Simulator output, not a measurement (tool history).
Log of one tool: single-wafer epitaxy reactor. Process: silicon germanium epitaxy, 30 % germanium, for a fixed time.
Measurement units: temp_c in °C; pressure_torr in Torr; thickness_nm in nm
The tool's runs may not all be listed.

run,hour,temp_c,pressure_torr,thickness_nm
1,0,615,23.5,77.7
2,9,619,23.6,82.608
3,17.9,609,23.6,71.068
4,26.5,609,21.4,68.678
5,32.9,609,23.5,70.389
6,40,615,23.8,78.501
7,44.3,627,24.6,94.97
8,49.9,629,24.7,97.266

Predict the results of run 9:
9,58,631,24.8,?

thickness_nm: 101.6 nm

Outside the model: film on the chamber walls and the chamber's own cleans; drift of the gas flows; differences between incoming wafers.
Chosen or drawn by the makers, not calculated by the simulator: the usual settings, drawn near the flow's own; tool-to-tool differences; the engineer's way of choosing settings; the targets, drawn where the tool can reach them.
